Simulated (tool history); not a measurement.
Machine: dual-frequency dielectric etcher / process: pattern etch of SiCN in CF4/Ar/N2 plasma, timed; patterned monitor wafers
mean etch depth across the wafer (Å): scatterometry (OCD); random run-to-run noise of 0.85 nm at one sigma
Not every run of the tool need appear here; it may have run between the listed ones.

run	day	source power (W)	bias power (W)	Ar flow (sccm)	CF4 flow (sccm)	etch time (s)	mean etch depth across the wafer (Å)
1	0	490	67	112	64	190.5	1720.8
2	0.138	520	68	112	64	190.5	1820
3	0.421	520	68	112	59	190.5	1817.6
4	0.675	520	68	112	53	190.5	1774.8
5	1.042	520	68	132	53	190.5	1715
6	1.096	520	68	114	53	190.5	1784.6
7	1.325	550	68	114	53	190.5	1855.6
8	1.45	570	68	114	53	190.5	1922.7
9	1.817	590	68	114	53	190.5	1955.1

Run 10 has not been measured yet. What should we expect?
10	2.188	610	68	114	53	190.5	?

mean etch depth across the wafer (Å): 2012.1

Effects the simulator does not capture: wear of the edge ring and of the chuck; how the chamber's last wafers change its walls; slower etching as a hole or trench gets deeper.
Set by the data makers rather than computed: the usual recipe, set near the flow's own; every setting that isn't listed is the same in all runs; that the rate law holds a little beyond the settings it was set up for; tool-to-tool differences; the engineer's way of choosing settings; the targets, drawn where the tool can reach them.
